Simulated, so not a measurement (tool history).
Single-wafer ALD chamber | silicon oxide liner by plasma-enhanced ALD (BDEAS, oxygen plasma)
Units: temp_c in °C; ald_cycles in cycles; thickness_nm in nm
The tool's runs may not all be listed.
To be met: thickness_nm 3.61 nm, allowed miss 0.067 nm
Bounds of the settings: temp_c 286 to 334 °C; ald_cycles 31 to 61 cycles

Run 1, day 0: temp_c 310 °C, ald_cycles 46 cycles. Result: thickness_nm 3.9701 nm.
Run 2, day 0.358: temp_c 315 °C, ald_cycles 46 cycles. Result: thickness_nm 3.9182 nm.
Run 3, day 0.554: temp_c 316 °C, ald_cycles 46 cycles. Result: thickness_nm 3.9326 nm.
Run 4, day 0.617: temp_c 316 °C, ald_cycles 40 cycles. Result: thickness_nm 3.4247 nm.
Run 5, day 0.975: temp_c 306 °C, ald_cycles 40 cycles. Result: thickness_nm 3.4812 nm.
Run 6, day 1.008: temp_c 306 °C, ald_cycles 35 cycles. Result: thickness_nm 3.0502 nm.
Run 7, day 1.092: temp_c 306 °C, ald_cycles 36 cycles. Result: thickness_nm 3.1481 nm.
Run 8, day 1.275: temp_c 306 °C, ald_cycles 37 cycles. Result: thickness_nm 3.2185 nm.
Run 9, day 1.438: temp_c 306 °C, ald_cycles 38 cycles. Result: thickness_nm 3.284 nm.
Run 10, day 1.612: temp_c 306 °C, ald_cycles 40 cycles. Result: thickness_nm 3.4848 nm.
Run 11, day 1.938: temp_c 305 °C, ald_cycles 40 cycles. Result: thickness_nm 3.5029 nm.
Run 12, day 2.258: temp_c 304 °C, ald_cycles 40 cycles. Result: thickness_nm 3.489 nm.

Which of these 5 next moves meets every target?
Run A, day 2.579: temp_c 307 °C, ald_cycles 40 cycles. Result: thickness_nm ?.
Run B, day 2.579: temp_c 302 °C, ald_cycles 41 cycles. Result: thickness_nm ?.
Run C, day 2.579: temp_c 309 °C, ald_cycles 39 cycles. Result: thickness_nm ?.
Run D, day 2.579: temp_c 305 °C, ald_cycles 38 cycles. Result: thickness_nm ?.
Run E, day 2.579: temp_c 316 °C, ald_cycles 40 cycles. Result: thickness_nm ?.

move  thickness_nm
   A        3.4935
   B        3.6072
   C        3.3961
   D        3.3286
   E        3.4472
A: as far off as the last run
B: meets every target
C: further off than the last run
D: further off than the last run
E: further off than the last run
Move B is the one to make.
